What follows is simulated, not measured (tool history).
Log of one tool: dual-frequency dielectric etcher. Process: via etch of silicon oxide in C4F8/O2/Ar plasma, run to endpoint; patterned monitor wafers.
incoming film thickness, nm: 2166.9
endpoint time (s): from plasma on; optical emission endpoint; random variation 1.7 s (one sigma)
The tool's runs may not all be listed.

| run | hour | source power (W) | bias power (W) | endpoint time (s) |
|---|---|---|---|---|
| 1 | 0 | 1520 | 1493 | 518.24 |
| 2 | 7.3 | 1520 | 1288 | 537.46 |
| 3 | 11.4 | 1620 | 1321 | 522.33 |
| 4 | 17 | 1620 | 1548 | 500.56 |
|  | 18.2 | source power generator calibrated |
| 5 | 18.2 | 1820 | 1548 | 475.38 |
| 6 | 24.1 | 1820 | 1299 | 494.4 |

Forecast run 7:
| 7 | 29.6 | 1870 | 1316 | ? |

Run 7 gave endpoint time (s) 489.67.

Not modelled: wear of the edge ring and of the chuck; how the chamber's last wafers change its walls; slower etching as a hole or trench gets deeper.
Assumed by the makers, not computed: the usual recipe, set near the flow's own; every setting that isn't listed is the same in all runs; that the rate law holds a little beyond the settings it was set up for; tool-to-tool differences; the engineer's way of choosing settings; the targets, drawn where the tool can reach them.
